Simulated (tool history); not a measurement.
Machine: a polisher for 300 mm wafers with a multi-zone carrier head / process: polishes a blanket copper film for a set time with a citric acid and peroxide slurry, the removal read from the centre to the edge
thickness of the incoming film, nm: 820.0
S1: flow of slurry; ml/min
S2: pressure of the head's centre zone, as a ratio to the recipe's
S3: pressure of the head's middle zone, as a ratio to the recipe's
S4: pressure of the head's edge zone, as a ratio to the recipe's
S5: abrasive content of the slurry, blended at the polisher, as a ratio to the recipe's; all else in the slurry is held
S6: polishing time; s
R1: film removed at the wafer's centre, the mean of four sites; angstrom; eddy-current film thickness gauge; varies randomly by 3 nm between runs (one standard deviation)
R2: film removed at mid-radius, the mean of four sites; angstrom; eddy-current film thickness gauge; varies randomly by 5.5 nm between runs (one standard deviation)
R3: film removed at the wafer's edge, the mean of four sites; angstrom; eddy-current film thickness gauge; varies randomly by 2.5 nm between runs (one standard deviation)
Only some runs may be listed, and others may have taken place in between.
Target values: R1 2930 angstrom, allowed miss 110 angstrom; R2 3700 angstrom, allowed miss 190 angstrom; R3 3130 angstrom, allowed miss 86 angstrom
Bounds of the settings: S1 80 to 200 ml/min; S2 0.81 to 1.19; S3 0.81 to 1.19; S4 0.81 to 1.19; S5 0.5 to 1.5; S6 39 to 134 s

run  hour   S1    S2    S3    S4    S5   S6      R1      R2      R3
  1     0  130     1     1     1     1   86  2272.8    2372  2382.3
  2   1.6  130  0.96     1     1     1   86  2203.4  2300.8  2381.2
  3   8.3  135  0.96  1.04  1.01   1.1   88  2339.1  2406.9  2509.2
  4  13.6  135  0.96  1.04  1.01   1.1   77  2020.7  2170.8  2186.2
  5  19.4  135     1  1.04  1.01   1.1   77  2093.1    2168  2203.6
  6  27.7  135  0.96  1.07  0.97  1.05   85  2197.9  2438.5  2355.4
  7  32.5  140  0.95  1.09  0.94  1.05   90  2292.7  2710.2  2442.6
  8  38.7  175  0.97  1.19  1.04   1.3   95  2732.8  3212.9  2914.8
  9  39.6  180  0.96  1.19  1.02   1.3   96  2683.1  3289.3  2954.1
 10  41.1  180  0.96  1.19     1   1.3   97    2785  3370.9  2984.7
 11  45.9  200   0.9  1.19  0.93   1.5   99  2771.2  3450.1  3007.6
 12  51.3  200   0.9  1.19  0.92   1.5  100  2793.4  3637.8  3025.7

Pick the move, out of 4, that brings all results within their allowed miss; only one does.
  A  56.7  180  0.82  1.19  0.98   1.5  100   ?   ?   ?
  B  56.7  200  0.93  1.19  0.96   1.5  101   ?   ?   ?
  C  56.7  150  0.87  1.19  0.85  1.45   99   ?   ?   ?
  D  56.7  180  0.81  1.15  0.91   1.5  103   ?   ?   ?

move      R1      R2      R3
   A    2509  3597.7  3090.2
   B  2927.6  3688.6  3124.7
   C  2531.4  3432.2  2775.5
   D  2551.7  3598.4  3070.8
A: the biggest miss grows against the last run
B: in spec on every target
C: the biggest miss grows against the last run
D: the biggest miss grows against the last run
Correct choice: B, which meets every target
